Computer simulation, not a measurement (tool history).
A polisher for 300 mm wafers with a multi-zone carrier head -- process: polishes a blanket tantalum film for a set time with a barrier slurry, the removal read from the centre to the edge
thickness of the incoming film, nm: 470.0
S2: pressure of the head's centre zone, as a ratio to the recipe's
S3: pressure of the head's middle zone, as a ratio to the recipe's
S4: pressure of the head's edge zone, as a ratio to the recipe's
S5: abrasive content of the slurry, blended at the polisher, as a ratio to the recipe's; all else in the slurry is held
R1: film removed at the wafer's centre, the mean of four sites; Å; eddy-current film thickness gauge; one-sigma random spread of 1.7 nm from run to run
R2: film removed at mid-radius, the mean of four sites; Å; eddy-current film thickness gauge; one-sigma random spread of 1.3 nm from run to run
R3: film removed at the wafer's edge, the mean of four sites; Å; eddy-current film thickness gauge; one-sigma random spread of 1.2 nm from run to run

Run 1, day 0: flow of slurry (ml/min) 310, S2 1, S3 1, S4 1, S5 1, polishing time (s) 60. Result: R1 742.65 Å, R2 750.08 Å, R3 751.82 Å.
Run 2, day 0.275: flow of slurry (ml/min) 315, S2 1.05, S3 1.01, S4 1.02, S5 1.15, polishing time (s) 62. Result: R1 833.17 Å, R2 829.99 Å, R3 832.3 Å.
Run 3, day 0.492: flow of slurry (ml/min) 320, S2 1.09, S3 1, S4 1.01, S5 1.25, polishing time (s) 63. Result: R1 903.01 Å, R2 864.08 Å, R3 856.24 Å.
Run 4, day 0.654: flow of slurry (ml/min) 365, S2 1.09, S3 1, S4 1.01, S5 1.25, polishing time (s) 63. Result: R1 930.08 Å, R2 881.7 Å, R3 842.67 Å.
Run 5, day 1.017: flow of slurry (ml/min) 365, S2 1.12, S3 0.99, S4 1.03, S5 1.35, polishing time (s) 64. Result: R1 983.72 Å, R2 895.6 Å, R3 889.06 Å.
Run 6, day 1.358: flow of slurry (ml/min) 440, S2 1.12, S3 0.99, S4 1.03, S5 1.35, polishing time (s) 64. Result: R1 1027.6 Å, R2 909.35 Å, R3 908.79 Å.
Run 7, day 1.475: flow of slurry (ml/min) 440, S2 1.13, S3 1, S4 1.04, S5 1.4, polishing time (s) 64. Result: R1 1001.5 Å, R2 930.4 Å, R3 904.69 Å.
Run 8, day 1.721: flow of slurry (ml/min) 440, S2 1.14, S3 0.99, S4 1.04, S5 1.4, polishing time (s) 65. Result: R1 1080.5 Å, R2 921.83 Å, R3 927.62 Å.
Run 9, day 1.912: flow of slurry (ml/min) 440, S2 1.14, S3 0.99, S4 1.04, S5 1.4, polishing time (s) 65. Result: R1 1038.3 Å, R2 953.08 Å, R3 953.52 Å.

For run 10, what comes out?
Run 10, day 2.112: flow of slurry (ml/min) 440, S2 1.15, S3 0.99, S4 1.03, S5 1.4, polishing time (s) 65. Result: R1 ?, R2 ?, R3 ?.

{"run 10": {"R1": 1074.7, "R2": 953.49, "R3": 916.67}}
